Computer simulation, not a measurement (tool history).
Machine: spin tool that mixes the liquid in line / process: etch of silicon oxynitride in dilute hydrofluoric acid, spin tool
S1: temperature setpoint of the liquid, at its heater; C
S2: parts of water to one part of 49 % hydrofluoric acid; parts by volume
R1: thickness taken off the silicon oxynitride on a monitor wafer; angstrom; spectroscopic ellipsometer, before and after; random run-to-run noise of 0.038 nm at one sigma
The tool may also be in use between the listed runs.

Run 1, hour 0: S1 24 C, S2 55 parts by volume, time under the liquid (s) 310. Result: R1 142.88 angstrom.
Run 2, hour 7.8: S1 22 C, S2 60 parts by volume, time under the liquid (s) 310. Result: R1 119.43 angstrom.
Run 3, hour 12.6: S1 20.5 C, S2 60 parts by volume, time under the liquid (s) 310. Result: R1 111.02 angstrom.
Run 4, hour 15.8: S1 19.5 C, S2 60 parts by volume, time under the liquid (s) 310. Result: R1 105.08 angstrom.
Run 5, hour 22.5: S1 19.5 C, S2 60 parts by volume, time under the liquid (s) 335. Result: R1 113.96 angstrom.
Run 6, hour 28.1: S1 19 C, S2 65 parts by volume, time under the liquid (s) 335. Result: R1 102.11 angstrom.

What does the tool deliver on the next run?
Run 7, hour 30.5: S1 18.5 C, S2 65 parts by volume, time under the liquid (s) 335. Result: R1 ?.

Run 7 came out at R1 99.101 angstrom.

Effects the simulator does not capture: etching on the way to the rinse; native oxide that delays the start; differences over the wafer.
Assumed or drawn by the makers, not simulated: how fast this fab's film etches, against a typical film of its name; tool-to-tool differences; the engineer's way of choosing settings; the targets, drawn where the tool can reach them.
